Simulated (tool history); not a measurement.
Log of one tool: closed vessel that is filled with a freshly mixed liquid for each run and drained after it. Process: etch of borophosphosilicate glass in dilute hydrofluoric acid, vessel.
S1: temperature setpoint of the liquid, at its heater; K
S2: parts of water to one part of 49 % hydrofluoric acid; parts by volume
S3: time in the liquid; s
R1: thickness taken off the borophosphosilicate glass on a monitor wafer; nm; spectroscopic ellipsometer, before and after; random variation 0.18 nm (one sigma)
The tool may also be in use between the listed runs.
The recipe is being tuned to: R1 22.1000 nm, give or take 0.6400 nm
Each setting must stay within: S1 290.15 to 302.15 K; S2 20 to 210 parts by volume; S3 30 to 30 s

| run | hour | S1 | S2 | S3 | R1 |
|---|---|---|---|---|---|
| 1 | 0.0 | 294.15 | 115 | 30 | 8.8477 |
| 2 | 5.6 | 295.65 | 105 | 30 | 10.5560 |
| 3 | 11.1 | 296.65 | 95 | 30 | 12.0780 |
| 4 | 18.2 | 295.15 | 95 | 30 | 11.3000 |
| 5 | 22.7 | 296.15 | 90 | 30 | 12.7210 |
| 6 | 30.7 | 297.15 | 85 | 30 | 14.1790 |
| 7 | 33.9 | 298.15 | 80 | 30 | 15.5120 |
| 8 | 37.7 | 298.65 | 75 | 30 | 17.0320 |
| 9 | 42.1 | 299.15 | 75 | 30 | 17.6710 |

Exercise: of the 4 proposed moves below, exactly one satisfies all targets within the stated allowed misses. Which move is it?
| A | 46.5 | 299.65 | 95 | 30 | ? |
| B | 46.5 | 299.65 | 65 | 30 | ? |
| C | 46.5 | 297.65 | 60 | 30 | ? |
| D | 46.5 | 298.65 | 60 | 30 | ? |

| move | R1 |
|---|---|
| A | 13.7050 |
| B | 20.8550 |
| C | 20.9870 |
| D | 21.8540 |
A: lands further from the targets than the last run did
B: an improvement on the last run, though not all results are within tolerance
C: an improvement on the last run, though not all results are within tolerance
D: every result lands within tolerance
Move D is the one to make.
